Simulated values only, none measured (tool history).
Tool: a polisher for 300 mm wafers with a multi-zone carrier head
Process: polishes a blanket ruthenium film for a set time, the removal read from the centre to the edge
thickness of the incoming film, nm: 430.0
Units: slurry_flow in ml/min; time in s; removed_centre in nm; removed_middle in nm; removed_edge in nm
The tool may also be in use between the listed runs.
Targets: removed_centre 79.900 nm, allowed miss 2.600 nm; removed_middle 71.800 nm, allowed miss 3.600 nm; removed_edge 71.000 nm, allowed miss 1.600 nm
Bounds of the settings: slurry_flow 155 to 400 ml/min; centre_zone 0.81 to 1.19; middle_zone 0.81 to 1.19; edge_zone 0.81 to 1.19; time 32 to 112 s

run 1 hour=0.0 | slurry_flow=255 centre_zone=1.00 middle_zone=1.00 edge_zone=1.00 time=72 | removed_centre=93.633 removed_middle=92.908 removed_edge=91.333
run 2 hour=1.0 | slurry_flow=255 centre_zone=1.00 middle_zone=1.00 edge_zone=1.05 time=72 | removed_centre=94.092 removed_middle=89.722 removed_edge=93.543
run 3 hour=4.2 | slurry_flow=295 centre_zone=1.00 middle_zone=1.00 edge_zone=1.05 time=72 | removed_centre=96.558 removed_middle=95.501 removed_edge=93.631
run 4 hour=9.8 | slurry_flow=295 centre_zone=1.00 middle_zone=1.00 edge_zone=0.98 time=72 | removed_centre=95.547 removed_middle=95.627 removed_edge=92.161
run 5 hour=12.0 | slurry_flow=295 centre_zone=0.94 middle_zone=1.00 edge_zone=0.98 time=72 | removed_centre=90.459 removed_middle=92.090 removed_edge=91.642
run 6 hour=17.5 | slurry_flow=300 centre_zone=0.96 middle_zone=0.98 edge_zone=0.97 time=69 | removed_centre=87.700 removed_middle=88.451 removed_edge=88.128
run 7 hour=25.4 | slurry_flow=295 centre_zone=0.98 middle_zone=0.97 edge_zone=0.96 time=67 | removed_centre=87.035 removed_middle=86.150 removed_edge=84.823
run 8 hour=26.5 | slurry_flow=290 centre_zone=0.99 middle_zone=0.96 edge_zone=0.95 time=66 | removed_centre=86.746 removed_middle=83.733 removed_edge=82.561
run 9 hour=30.2 | slurry_flow=285 centre_zone=0.99 middle_zone=0.95 edge_zone=0.93 time=65 | removed_centre=85.368 removed_middle=81.093 removed_edge=81.077
run 10 hour=38.4 | slurry_flow=280 centre_zone=0.99 middle_zone=0.95 edge_zone=0.91 time=64 | removed_centre=83.415 removed_middle=80.663 removed_edge=78.571
run 11 hour=42.2 | slurry_flow=270 centre_zone=0.99 middle_zone=0.94 edge_zone=0.90 time=64 | removed_centre=82.362 removed_middle=77.410 removed_edge=77.622
run 12 hour=43.1 | slurry_flow=260 centre_zone=0.99 middle_zone=0.94 edge_zone=0.89 time=64 | removed_centre=82.832 removed_middle=78.549 removed_edge=77.602
run 13 hour=49.6 | slurry_flow=255 centre_zone=0.99 middle_zone=0.93 edge_zone=0.88 time=64 | removed_centre=82.319 removed_middle=77.007 removed_edge=77.809
run 14 hour=57.3 | slurry_flow=255 centre_zone=1.00 middle_zone=0.93 edge_zone=0.87 time=63 | removed_centre=82.432 removed_middle=75.477 removed_edge=75.469
run 15 hour=59.2 | slurry_flow=250 centre_zone=1.00 middle_zone=0.93 edge_zone=0.86 time=63 | removed_centre=81.597 removed_middle=74.408 removed_edge=75.354
run 16 hour=61.5 | slurry_flow=250 centre_zone=1.00 middle_zone=0.93 edge_zone=0.85 time=63 | removed_centre=82.852 removed_middle=76.603 removed_edge=74.859
run 17 hour=65.1 | slurry_flow=245 centre_zone=1.00 middle_zone=0.93 edge_zone=0.84 time=63 | removed_centre=80.970 removed_middle=75.531 removed_edge=73.835

5 next moves are on the table. One of them brings every result within its allowed miss. Which?
run A hour=68.7 | slurry_flow=220 centre_zone=1.01 middle_zone=0.91 edge_zone=0.85 time=64 | removed_centre=? removed_middle=? removed_edge=?
run B hour=68.7 | slurry_flow=245 centre_zone=0.95 middle_zone=0.93 edge_zone=0.83 time=67 | removed_centre=? removed_middle=? removed_edge=?
run C hour=68.7 | slurry_flow=245 centre_zone=1.04 middle_zone=0.88 edge_zone=0.90 time=62 | removed_centre=? removed_middle=? removed_edge=?
run D hour=68.7 | slurry_flow=240 centre_zone=1.02 middle_zone=0.94 edge_zone=0.85 time=60 | removed_centre=? removed_middle=? removed_edge=?
run E hour=68.7 | slurry_flow=165 centre_zone=1.10 middle_zone=0.95 edge_zone=1.03 time=61 | removed_centre=? removed_middle=? removed_edge=?

move=A removed_centre=81.898 removed_middle=74.132 removed_edge=75.208
move=B removed_centre=81.987 removed_middle=80.263 removed_edge=78.888
move=C removed_centre=83.085 removed_middle=70.902 removed_edge=75.410
move=D removed_centre=78.639 removed_middle=72.294 removed_edge=71.141
move=E removed_centre=80.297 removed_middle=69.484 removed_edge=74.609
A: further off than the last run
B: further off than the last run
C: further off than the last run
D: meets every target
E: further off than the last run
Move D is the one to make.
